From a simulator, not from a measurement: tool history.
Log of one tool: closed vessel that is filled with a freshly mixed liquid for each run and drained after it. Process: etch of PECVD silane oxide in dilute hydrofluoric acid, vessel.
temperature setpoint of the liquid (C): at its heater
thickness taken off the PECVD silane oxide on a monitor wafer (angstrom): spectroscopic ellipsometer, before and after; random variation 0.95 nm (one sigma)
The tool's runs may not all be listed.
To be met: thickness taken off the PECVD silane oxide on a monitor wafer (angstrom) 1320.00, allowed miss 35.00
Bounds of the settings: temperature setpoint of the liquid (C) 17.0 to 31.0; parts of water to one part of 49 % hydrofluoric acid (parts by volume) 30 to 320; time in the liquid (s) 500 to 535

run	day	temperature setpoint of the liquid (C)	parts of water to one part of 49 % hydrofluoric acid (parts by volume)	time in the liquid (s)	thickness taken off the PECVD silane oxide on a monitor wafer (angstrom)
1	0.000	23.0	175	500	437.55
2	0.117	23.0	175	500	438.53
3	0.321	24.0	155	500	530.09
4	0.646	25.0	140	500	613.01
5	0.767	25.0	90	500	1020.10
6	1.079	22.5	90	500	930.35
7	1.192	23.5	85	500	1029.90
8	1.300	23.5	85	500	1026.60
9	1.517	24.5	85	500	1055.70
10	1.862	25.5	85	500	1115.90
11	2.021	26.0	85	500	1123.20
12	2.296	30.0	80	500	1413.00

Which of these 5 next moves meets every target?
A	2.571	31.0	75	500	?
B	2.571	29.0	80	525	?
C	2.571	27.5	75	525	?
D	2.571	28.0	85	535	?
E	2.571	23.5	60	520	?

move	thickness taken off the PECVD silane oxide on a monitor wafer (angstrom)
A	1576.60
B	1427.10
C	1446.30
D	1307.70
E	1556.30
A: further off than the last run
B: further off than the last run
C: further off than the last run
D: meets every target
E: further off than the last run
Answer: D
